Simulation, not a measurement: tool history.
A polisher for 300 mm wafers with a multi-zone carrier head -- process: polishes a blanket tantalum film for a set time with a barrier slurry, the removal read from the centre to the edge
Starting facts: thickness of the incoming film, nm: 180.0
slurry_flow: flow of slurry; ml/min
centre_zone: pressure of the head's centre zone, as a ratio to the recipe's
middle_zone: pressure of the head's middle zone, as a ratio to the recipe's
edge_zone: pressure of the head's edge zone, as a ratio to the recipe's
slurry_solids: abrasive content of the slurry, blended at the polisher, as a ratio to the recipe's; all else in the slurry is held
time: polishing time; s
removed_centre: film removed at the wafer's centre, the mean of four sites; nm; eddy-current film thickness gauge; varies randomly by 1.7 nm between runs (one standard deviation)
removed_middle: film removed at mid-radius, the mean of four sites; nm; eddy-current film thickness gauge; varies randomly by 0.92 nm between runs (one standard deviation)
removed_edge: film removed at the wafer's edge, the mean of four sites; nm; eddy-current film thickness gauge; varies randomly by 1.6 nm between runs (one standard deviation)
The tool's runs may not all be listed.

run 1 hour=0.0 | slurry_flow=250 centre_zone=1.00 middle_zone=1.00 edge_zone=1.00 slurry_solids=1.00 time=28 | removed_centre=76.918 removed_middle=75.649 removed_edge=75.314
run 2 hour=7.5 | slurry_flow=255 centre_zone=1.01 middle_zone=1.01 edge_zone=1.01 slurry_solids=1.05 time=29 | removed_centre=79.648 removed_middle=80.046 removed_edge=80.205
run 3 hour=12.8 | slurry_flow=195 centre_zone=1.01 middle_zone=1.01 edge_zone=1.01 slurry_solids=1.05 time=29 | removed_centre=79.135 removed_middle=77.670 removed_edge=77.946
run 4 hour=15.0 | slurry_flow=200 centre_zone=1.03 middle_zone=1.02 edge_zone=1.02 slurry_solids=1.10 time=30 | removed_centre=82.627 removed_middle=82.422 removed_edge=83.661
run 5 hour=20.8 | slurry_flow=205 centre_zone=1.05 middle_zone=1.02 edge_zone=1.01 slurry_solids=1.15 time=31 | removed_centre=89.619 removed_middle=85.656 removed_edge=84.816
run 6 hour=27.8 | slurry_flow=210 centre_zone=1.06 middle_zone=1.03 edge_zone=1.02 slurry_solids=1.20 time=32 | removed_centre=91.892 removed_middle=90.515 removed_edge=88.767
run 7 hour=28.7 | slurry_flow=210 centre_zone=1.07 middle_zone=1.03 edge_zone=1.02 slurry_solids=1.25 time=33 | removed_centre=96.022 removed_middle=92.638 removed_edge=90.833

Expected results for the next run?
run 8 hour=29.6 | slurry_flow=210 centre_zone=1.08 middle_zone=1.03 edge_zone=1.03 slurry_solids=1.25 time=34 | removed_centre=? removed_middle=? removed_edge=?

{"run 8": {"removed_centre": 102.36, "removed_middle": 96.497, "removed_edge": 93.025}}
